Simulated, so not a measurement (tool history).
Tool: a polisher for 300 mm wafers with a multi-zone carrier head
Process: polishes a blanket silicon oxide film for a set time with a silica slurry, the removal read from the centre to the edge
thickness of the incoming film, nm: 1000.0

run  hour  flow of slurry (ml/min)  pressure of the head's centre zone  pressure of the head's middle zone  pressure of the head's edge zone  abrasive content of the slurry  polishing time (s)  film removed at the wafer's centre (Å)  film removed at mid-radius (Å)  film removed at the wafer's edge (Å)
  1     0                      210                                   1                                   1                                 1                               1                  37                                    1413                          1343.3                                1377.8
  2   8.1                      210                                   1                                   1                              1.07                               1                  37                                  1393.2                          1345.6                                1409.9
  3  10.9                      230                                   1                                   1                              1.07                               1                  37                                  1388.5                          1367.4                                1419.4
  4  19.1                      260                                   1                                   1                              1.07                               1                  37                                  1410.5                          1378.1                                1450.3
  5  22.4                      250                                0.98                                0.99                              1.05                             0.9                  36                                  1282.5                            1276                                1311.2
  6  24.9                      245                                0.96                                0.97                              1.04                            0.85                  35                                  1199.5                          1190.8                                1253.1
  7  31.2                      240                                0.94                                0.96                              1.02                             0.8                  34                                  1131.5                          1088.7                                  1179
  8  35.4                      240                                0.93                                0.96                              1.01                            0.75                  33                                  1052.5                          1039.5                                1101.2
  9  41.1                      235                                0.91                                0.96                                 1                             0.7                  33                                  964.79                          998.77                                1049.9
 10  42.7                      225                                 0.9                                0.95                              0.98                             0.7                  33                                  955.37                          985.85                                1039.7
 11  50.8                      215                                0.89                                0.94                              0.96                             0.7                  33                                   949.4                          981.06                                1027.6
 12  52.2                      210                                0.88                                0.93                              0.94                             0.7                  33                                  928.18                          965.41                                998.78
 13  61.1                      205                                0.87                                0.92                              0.93                             0.7                  33                                  910.08                          942.99                                1012.8

Forecast run 14:
 14  67.1                      200                                0.87                                0.92                              0.91                             0.7                  33                                       ?                               ?                                     ?

Run 14 gave film removed at the wafer's centre (Å) 923.15, film removed at mid-radius (Å) 942.96, film removed at the wafer's edge (Å) 1000.1.
